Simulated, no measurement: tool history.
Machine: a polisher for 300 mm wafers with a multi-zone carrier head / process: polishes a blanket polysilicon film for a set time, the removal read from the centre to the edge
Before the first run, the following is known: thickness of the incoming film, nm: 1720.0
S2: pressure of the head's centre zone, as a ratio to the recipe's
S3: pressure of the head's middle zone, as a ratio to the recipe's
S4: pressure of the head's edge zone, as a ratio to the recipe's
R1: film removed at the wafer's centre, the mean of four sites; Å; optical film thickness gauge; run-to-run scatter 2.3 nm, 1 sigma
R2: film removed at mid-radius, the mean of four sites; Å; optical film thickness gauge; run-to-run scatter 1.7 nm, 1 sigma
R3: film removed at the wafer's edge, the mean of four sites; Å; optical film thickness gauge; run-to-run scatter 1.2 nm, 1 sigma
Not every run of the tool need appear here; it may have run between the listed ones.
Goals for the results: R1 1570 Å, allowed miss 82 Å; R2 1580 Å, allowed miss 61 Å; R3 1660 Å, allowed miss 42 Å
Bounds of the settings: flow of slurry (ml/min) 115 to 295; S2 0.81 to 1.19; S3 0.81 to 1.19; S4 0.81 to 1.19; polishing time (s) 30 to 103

run 1 day=0 | flow_of_slurry_(ml/min)=190 S2=1 S3=1 S4=1 polishing_time_(s)=66 | R1=2358 R2=2352.2 R3=2361.6
run 2 day=0.246 | flow_of_slurry_(ml/min)=185 S2=0.98 S3=0.98 S4=0.98 polishing_time_(s)=63 | R1=2214.4 R2=2257.8 R3=2238.9
run 3 day=0.379 | flow_of_slurry_(ml/min)=180 S2=0.97 S3=0.96 S4=0.98 polishing_time_(s)=60 | R1=2075.6 R2=2071.2 R3=2132.7
run 4 day=0.683 | flow_of_slurry_(ml/min)=180 S2=0.97 S3=0.96 S4=1.03 polishing_time_(s)=60 | R1=2080.4 R2=2043.5 R3=2165
run 5 day=0.742 | flow_of_slurry_(ml/min)=180 S2=0.97 S3=0.96 S4=1 polishing_time_(s)=60 | R1=2105.2 R2=2062.1 R3=2156.2
run 6 day=1 | flow_of_slurry_(ml/min)=180 S2=0.97 S3=0.96 S4=1.05 polishing_time_(s)=60 | R1=2107.4 R2=2028.1 R3=2222.5
run 7 day=1.254 | flow_of_slurry_(ml/min)=175 S2=0.96 S3=0.94 S4=1.02 polishing_time_(s)=58 | R1=2004.7 R2=1974.6 R3=2101.6
run 8 day=1.625 | flow_of_slurry_(ml/min)=170 S2=0.95 S3=0.93 S4=1.01 polishing_time_(s)=56 | R1=1884 R2=1852.7 R3=2017.7
run 9 day=1.933 | flow_of_slurry_(ml/min)=165 S2=0.95 S3=0.92 S4=0.99 polishing_time_(s)=55 | R1=1880.3 R2=1813.7 R3=1929.7
run 10 day=2.079 | flow_of_slurry_(ml/min)=160 S2=0.93 S3=0.91 S4=0.98 polishing_time_(s)=54 | R1=1744.7 R2=1753.8 R3=1885.1
run 11 day=2.408 | flow_of_slurry_(ml/min)=155 S2=0.93 S3=0.9 S4=0.96 polishing_time_(s)=54 | R1=1715.3 R2=1692.6 R3=1862.6
run 12 day=2.758 | flow_of_slurry_(ml/min)=150 S2=0.93 S3=0.9 S4=0.94 polishing_time_(s)=54 | R1=1720.3 R2=1717.4 R3=1810.1
run 13 day=2.892 | flow_of_slurry_(ml/min)=145 S2=0.93 S3=0.89 S4=0.93 polishing_time_(s)=54 | R1=1723.3 R2=1638.9 R3=1805.8
run 14 day=3.142 | flow_of_slurry_(ml/min)=140 S2=0.92 S3=0.89 S4=0.92 polishing_time_(s)=54 | R1=1692.1 R2=1660.3 R3=1786.3
run 15 day=3.417 | flow_of_slurry_(ml/min)=140 S2=0.92 S3=0.89 S4=0.91 polishing_time_(s)=54 | R1=1680.5 R2=1637.5 R3=1784.2
run 16 day=3.675 | flow_of_slurry_(ml/min)=140 S2=0.92 S3=0.89 S4=0.9 polishing_time_(s)=54 | R1=1644.4 R2=1643 R3=1753.7
run 17 day=3.796 | flow_of_slurry_(ml/min)=140 S2=0.92 S3=0.89 S4=0.9 polishing_time_(s)=54 | R1=1625.1 R2=1659.8 R3=1757.6

Exactly one of the 5 candidate moves below puts every result within its allowed miss. Which one?
run A day=3.917 | flow_of_slurry_(ml/min)=115 S2=0.87 S3=0.84 S4=0.97 polishing_time_(s)=57 | R1=? R2=? R3=?
run B day=3.917 | flow_of_slurry_(ml/min)=135 S2=0.99 S3=0.91 S4=0.82 polishing_time_(s)=50 | R1=? R2=? R3=?
run C day=3.917 | flow_of_slurry_(ml/min)=125 S2=0.93 S3=0.9 S4=0.87 polishing_time_(s)=52 | R1=? R2=? R3=?
run D day=3.917 | flow_of_slurry_(ml/min)=140 S2=0.86 S3=0.81 S4=1.07 polishing_time_(s)=53 | R1=? R2=? R3=?
run E day=3.917 | flow_of_slurry_(ml/min)=130 S2=0.82 S3=0.87 S4=0.82 polishing_time_(s)=60 | R1=? R2=? R3=?

move=A R1=1548.5 R2=1570 R3=1884
move=B R1=1628.6 R2=1537.6 R3=1577.1
move=C R1=1554 R2=1553.1 R3=1660.5
move=D R1=1512 R2=1494.7 R3=1908
move=E R1=1598 R2=1762.1 R3=1880.7
A: the biggest miss grows against the last run
B: pushes the last run's worst result past its target
C: all results land within tolerance of their targets
D: the biggest miss grows against the last run
E: the biggest miss grows against the last run
Move C is the one to make.

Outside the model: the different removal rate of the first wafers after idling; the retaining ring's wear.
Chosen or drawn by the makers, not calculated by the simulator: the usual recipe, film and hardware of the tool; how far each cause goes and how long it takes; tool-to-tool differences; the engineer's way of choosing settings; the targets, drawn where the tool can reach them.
